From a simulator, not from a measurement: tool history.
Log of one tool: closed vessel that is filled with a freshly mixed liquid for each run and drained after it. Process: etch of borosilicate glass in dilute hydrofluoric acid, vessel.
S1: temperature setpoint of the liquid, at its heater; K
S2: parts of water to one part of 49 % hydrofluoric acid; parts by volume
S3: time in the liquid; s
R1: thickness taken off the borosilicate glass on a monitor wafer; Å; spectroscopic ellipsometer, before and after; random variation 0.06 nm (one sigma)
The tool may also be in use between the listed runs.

| run | hour | S1 | S2 | S3 | R1 |
|---|---|---|---|---|---|
| 1 | 0.0 | 295.15 | 245 | 30 | 44.034 |
| 2 | 0.9 | 296.65 | 245 | 30 | 45.995 |
| 3 | 6.2 | 294.65 | 245 | 30 | 43.078 |
| 4 | 13.3 | 294.65 | 245 | 30 | 43.423 |
| 5 | 20.7 | 294.65 | 185 | 30 | 61.596 |
| 6 | 24.1 | 297.15 | 185 | 30 | 66.852 |

The next listed run, before its measurement:
| 7 | 28.4 | 299.15 | 180 | 30 | ? |

Run 7 gave R1 73.876 Å.

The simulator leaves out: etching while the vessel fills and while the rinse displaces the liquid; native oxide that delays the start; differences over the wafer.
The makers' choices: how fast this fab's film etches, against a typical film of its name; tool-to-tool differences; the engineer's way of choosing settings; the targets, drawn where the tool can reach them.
